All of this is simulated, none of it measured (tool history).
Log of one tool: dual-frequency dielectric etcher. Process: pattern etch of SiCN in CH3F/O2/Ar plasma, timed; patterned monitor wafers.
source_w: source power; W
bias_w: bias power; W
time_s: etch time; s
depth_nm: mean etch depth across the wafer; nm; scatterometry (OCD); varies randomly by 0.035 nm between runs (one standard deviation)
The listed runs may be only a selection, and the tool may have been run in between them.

run    day  source_w  bias_w  time_s  depth_nm
  1  0.000       450      91    35.5    13.203
  2  0.183       530      91    35.5    13.943
  3  0.333       540      93    35.5    14.214
  4  0.512       510      93    35.5    13.936
  5  0.629       480      93    35.5    13.690
  6  0.675       480      93    32.5    12.542

Predict the results of run 7:
  7  0.733       490      97    32.5         ?

Run 7 came out at depth_nm 12.901 nm.
